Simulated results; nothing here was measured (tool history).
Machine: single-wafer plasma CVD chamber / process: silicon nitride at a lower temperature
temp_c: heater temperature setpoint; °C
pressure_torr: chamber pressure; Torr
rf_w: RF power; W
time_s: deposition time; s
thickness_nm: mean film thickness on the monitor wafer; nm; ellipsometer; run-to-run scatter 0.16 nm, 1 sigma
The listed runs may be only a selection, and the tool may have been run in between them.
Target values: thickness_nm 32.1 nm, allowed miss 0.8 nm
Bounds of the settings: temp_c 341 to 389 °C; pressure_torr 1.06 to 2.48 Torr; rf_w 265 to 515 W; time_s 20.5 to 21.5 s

run 1 hour=0 | temp_c=365 pressure_torr=1.77 rf_w=390 time_s=21.5 | thickness_nm=28.358
run 2 hour=5.5 | temp_c=373 pressure_torr=1.77 rf_w=390 time_s=21.5 | thickness_nm=28.056
run 3 hour=12.3 | temp_c=373 pressure_torr=1.77 rf_w=430 time_s=21.5 | thickness_nm=30.186
run 4 hour=16.2 | temp_c=373 pressure_torr=1.6 rf_w=430 time_s=21.5 | thickness_nm=29.746
run 5 hour=19.9 | temp_c=373 pressure_torr=1.6 rf_w=390 time_s=21.5 | thickness_nm=27.67
run 6 hour=28.7 | temp_c=373 pressure_torr=1.45 rf_w=390 time_s=21.5 | thickness_nm=27.081
run 7 hour=30.6 | temp_c=373 pressure_torr=1.63 rf_w=410 time_s=21.5 | thickness_nm=28.796
run 8 hour=32 | temp_c=373 pressure_torr=1.75 rf_w=425 time_s=21.5 | thickness_nm=29.844
run 9 hour=34.8 | temp_c=373 pressure_torr=1.83 rf_w=435 time_s=21.5 | thickness_nm=30.99
run 10 hour=39.8 | temp_c=373 pressure_torr=1.83 rf_w=435 time_s=21.5 | thickness_nm=30.715
run 11 hour=48 | temp_c=373 pressure_torr=1.83 rf_w=435 time_s=21.5 | thickness_nm=30.691
-- hour=53.5 capacitance manometer re-zeroed and calibrated
run 12 hour=53.5 | temp_c=373 pressure_torr=1.88 rf_w=440 time_s=21.5 | thickness_nm=30.871
run 13 hour=59.7 | temp_c=373 pressure_torr=1.91 rf_w=445 time_s=21.5 | thickness_nm=30.845

Which of these 5 next moves meets every target?
run A hour=65.9 | temp_c=383 pressure_torr=1.97 rf_w=420 time_s=20.9 | thickness_nm=?
run B hour=65.9 | temp_c=369 pressure_torr=1.87 rf_w=450 time_s=20.7 | thickness_nm=?
run C hour=65.9 | temp_c=375 pressure_torr=1.92 rf_w=450 time_s=20.5 | thickness_nm=?
run D hour=65.9 | temp_c=379 pressure_torr=1.81 rf_w=435 time_s=21.5 | thickness_nm=?
run E hour=65.9 | temp_c=369 pressure_torr=2.33 rf_w=450 time_s=20.9 | thickness_nm=?

move=A thickness_nm=29.375
move=B thickness_nm=30.429
move=C thickness_nm=30.238
move=D thickness_nm=30.511
move=E thickness_nm=32.136
A: the biggest miss grows against the last run
B: the biggest miss grows against the last run
C: the biggest miss grows against the last run
D: the biggest miss grows against the last run
E: every result within its allowed miss
Move E is the one to make.
